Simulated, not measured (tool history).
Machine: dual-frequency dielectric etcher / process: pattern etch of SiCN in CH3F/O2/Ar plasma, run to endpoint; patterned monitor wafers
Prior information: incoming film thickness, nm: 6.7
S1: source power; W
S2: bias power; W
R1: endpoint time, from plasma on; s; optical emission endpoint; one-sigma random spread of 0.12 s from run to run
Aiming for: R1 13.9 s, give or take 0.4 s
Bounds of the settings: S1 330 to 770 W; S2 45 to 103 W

| run | day | S1 | S2 | R1 |
|---|---|---|---|---|
| 1 | 0 | 550 | 74 | 16.055 |
| 2 | 0.233 | 620 | 74 | 15.387 |
| 3 | 0.533 | 620 | 67 | 16.06 |
| 4 | 0.596 | 640 | 69 | 15.767 |
| 5 | 0.925 | 690 | 69 | 15.134 |
| 6 | 1.121 | 700 | 70 | 14.884 |
| 7 | 1.179 | 710 | 71 | 15.062 |
| 8 | 1.55 | 720 | 73 | 14.762 |
| 9 | 1.908 | 730 | 74 | 14.46 |
| 10 | 2.146 | 740 | 75 | 14.338 |
| 11 | 2.425 | 740 | 76 | 14.387 |

Which one of the following 5 next-run settings gets every result inside its allowed miss? There is exactly one.
| A | 2.704 | 690 | 64 | ? |
| B | 2.704 | 650 | 79 | ? |
| C | 2.704 | 620 | 81 | ? |
| D | 2.704 | 770 | 79 | ? |
| E | 2.704 | 770 | 92 | ? |

| move | R1 |
|---|---|
| A | 15.487 |
| B | 14.745 |
| C | 14.88 |
| D | 13.823 |
| E | 13.101 |
A: its largest miss is bigger than the last run's
B: its largest miss is bigger than the last run's
C: its largest miss is bigger than the last run's
D: every result within its allowed miss
E: moves the result that the last run missed by most past its target, out the other side
Move D is the one to make.
